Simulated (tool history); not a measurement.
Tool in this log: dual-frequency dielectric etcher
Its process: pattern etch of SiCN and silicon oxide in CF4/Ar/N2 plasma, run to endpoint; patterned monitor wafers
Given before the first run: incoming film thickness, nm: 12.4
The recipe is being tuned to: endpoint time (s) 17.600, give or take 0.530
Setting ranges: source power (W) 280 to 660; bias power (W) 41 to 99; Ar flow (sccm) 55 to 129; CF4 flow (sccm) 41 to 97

| run | hour | source power (W) | bias power (W) | Ar flow (sccm) | CF4 flow (sccm) | endpoint time (s) |
|---|---|---|---|---|---|---|
| 1 | 0.0 | 470 | 70 | 92 | 69 | 14.184 |
| 2 | 4.8 | 470 | 70 | 92 | 63 | 14.404 |
| 3 | 11.1 | 410 | 70 | 92 | 63 | 16.134 |
| 4 | 12.1 | 400 | 70 | 92 | 63 | 16.259 |
| 5 | 17.0 | 400 | 70 | 82 | 63 | 16.024 |
| 6 | 24.0 | 400 | 70 | 82 | 68 | 15.812 |
| 7 | 24.8 | 380 | 70 | 82 | 68 | 16.613 |
| 8 | 27.7 | 370 | 70 | 82 | 68 | 16.826 |

Exercise: of the 5 proposed moves below, exactly one satisfies all targets within the stated allowed misses. Which move is it?
| A | 30.6 | 370 | 76 | 86 | 69 | ? |
| B | 30.6 | 380 | 58 | 78 | 61 | ? |
| C | 30.6 | 370 | 75 | 81 | 82 | ? |
| D | 30.6 | 380 | 69 | 85 | 89 | ? |
| E | 30.6 | 430 | 65 | 96 | 63 | ? |

| move | endpoint time (s) |
|---|---|
| A | 16.585 |
| B | 17.473 |
| C | 16.097 |
| D | 16.133 |
| E | 15.986 |
A: moves away from the targets compared with the last run
B: all results land within tolerance of their targets
C: moves away from the targets compared with the last run
D: moves away from the targets compared with the last run
E: moves away from the targets compared with the last run
The move that meets every target is B.
